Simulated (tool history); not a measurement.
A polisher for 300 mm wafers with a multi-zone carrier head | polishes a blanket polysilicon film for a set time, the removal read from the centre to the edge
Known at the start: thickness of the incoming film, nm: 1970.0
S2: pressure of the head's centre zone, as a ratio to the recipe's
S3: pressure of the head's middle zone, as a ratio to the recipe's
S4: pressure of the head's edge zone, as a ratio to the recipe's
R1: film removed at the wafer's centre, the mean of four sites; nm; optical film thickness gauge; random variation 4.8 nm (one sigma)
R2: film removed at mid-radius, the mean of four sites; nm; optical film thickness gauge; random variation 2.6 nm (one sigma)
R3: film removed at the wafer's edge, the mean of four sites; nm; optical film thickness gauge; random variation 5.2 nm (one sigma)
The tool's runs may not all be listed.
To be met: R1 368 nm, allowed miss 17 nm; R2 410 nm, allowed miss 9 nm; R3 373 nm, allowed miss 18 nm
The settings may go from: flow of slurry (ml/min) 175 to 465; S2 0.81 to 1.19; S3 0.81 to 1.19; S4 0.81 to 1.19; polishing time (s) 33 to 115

Run 1, hour 0: flow of slurry (ml/min) 295, S2 1, S3 1, S4 1, polishing time (s) 73. Result: R1 349.08 nm, R2 348.04 nm, R3 341.42 nm.
Run 2, hour 4.8: flow of slurry (ml/min) 295, S2 1.06, S3 1, S4 1, polishing time (s) 73. Result: R1 366.88 nm, R2 342.65 nm, R3 345.18 nm.
Run 3, hour 12.4: flow of slurry (ml/min) 295, S2 1.06, S3 1, S4 1, polishing time (s) 55. Result: R1 279.76 nm, R2 260.25 nm, R3 257.78 nm.
Run 4, hour 16.5: flow of slurry (ml/min) 225, S2 1.06, S3 1, S4 1, polishing time (s) 55. Result: R1 272.83 nm, R2 251.42 nm, R3 252.48 nm.
Run 5, hour 23.1: flow of slurry (ml/min) 175, S2 1.06, S3 1, S4 1, polishing time (s) 55. Result: R1 265.19 nm, R2 248.73 nm, R3 249 nm.
Run 6, hour 29.9: flow of slurry (ml/min) 175, S2 1.06, S3 0.95, S4 1, polishing time (s) 55. Result: R1 260.39 nm, R2 242.17 nm, R3 244.44 nm.
Run 7, hour 38.7: flow of slurry (ml/min) 175, S2 1.06, S3 0.95, S4 1, polishing time (s) 55. Result: R1 264.43 nm, R2 240.48 nm, R3 251.37 nm.
Run 8, hour 42.6: flow of slurry (ml/min) 260, S2 1.07, S3 1.05, S4 1.1, polishing time (s) 76. Result: R1 390.85 nm, R2 369.63 nm, R3 371.05 nm.
Run 9, hour 50.2: flow of slurry (ml/min) 260, S2 1.07, S3 1.05, S4 1.1, polishing time (s) 76. Result: R1 372.09 nm, R2 368.13 nm, R3 376.16 nm.
Run 10, hour 57.2: flow of slurry (ml/min) 280, S2 1.05, S3 1.07, S4 1.09, polishing time (s) 76. Result: R1 370.66 nm, R2 371.91 nm, R3 368.1 nm.
Run 11, hour 64.3: flow of slurry (ml/min) 265, S2 1.02, S3 1.17, S4 1.15, polishing time (s) 77. Result: R1 378.53 nm, R2 401.75 nm, R3 385.73 nm.

4 next moves are on the table. One of them brings every result within its allowed miss. Which?
Run A, hour 71.4: flow of slurry (ml/min) 240, S2 1.06, S3 1.17, S4 1.15, polishing time (s) 77. Result: R1 ?, R2 ?, R3 ?.
Run B, hour 71.4: flow of slurry (ml/min) 245, S2 1.02, S3 1.13, S4 1.17, polishing time (s) 82. Result: R1 ?, R2 ?, R3 ?.
Run C, hour 71.4: flow of slurry (ml/min) 285, S2 0.99, S3 1.17, S4 1.04, polishing time (s) 78. Result: R1 ?, R2 ?, R3 ?.
Run D, hour 71.4: flow of slurry (ml/min) 265, S2 1.1, S3 1.17, S4 1.14, polishing time (s) 79. Result: R1 ?, R2 ?, R3 ?.

move      R1      R2      R3
   A  377.99  399.21  392.55
   B  387.96  416.24  422.57
   C  363.37   410.7   382.3
   D  406.48  413.11  403.62
A: further off than the last run
B: brings the result that was furthest off to its target, and leaves another outside
C: meets every target
D: brings the result that was furthest off to its target, and leaves another outside
Move C is the one to make.

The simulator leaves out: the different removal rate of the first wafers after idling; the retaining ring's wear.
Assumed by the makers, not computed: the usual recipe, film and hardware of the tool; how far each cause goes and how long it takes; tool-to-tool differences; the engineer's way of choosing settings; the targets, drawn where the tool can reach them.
